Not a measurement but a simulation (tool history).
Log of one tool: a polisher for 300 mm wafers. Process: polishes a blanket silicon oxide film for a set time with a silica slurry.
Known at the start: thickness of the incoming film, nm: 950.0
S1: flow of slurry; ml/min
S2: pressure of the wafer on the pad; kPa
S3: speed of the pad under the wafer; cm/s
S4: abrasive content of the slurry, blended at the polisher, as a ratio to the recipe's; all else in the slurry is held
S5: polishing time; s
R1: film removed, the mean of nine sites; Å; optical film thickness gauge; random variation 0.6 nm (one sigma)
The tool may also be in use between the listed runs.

run	day	S1	S2	S3	S4	S5	R1
1	0.000	315	24.8	146	1.00	34	998.30
2	0.254	315	22.8	140	1.00	34	881.38
3	0.446	255	22.8	140	1.00	34	888.36
4	0.754	255	22.8	170	1.00	34	1009.40
5	1.117	255	21.4	160	1.00	34	925.94
6	1.292	255	21.4	160	1.00	29	786.41
7	1.400	255	20.0	156	1.00	29	700.78
8	1.612	255	18.6	156	1.00	29	668.96
9	1.833	255	18.6	156	1.00	29	672.06

The next listed run, before its measurement:
10	2.012	255	11.7	132	0.95	29	?

R1: 357.22 Å
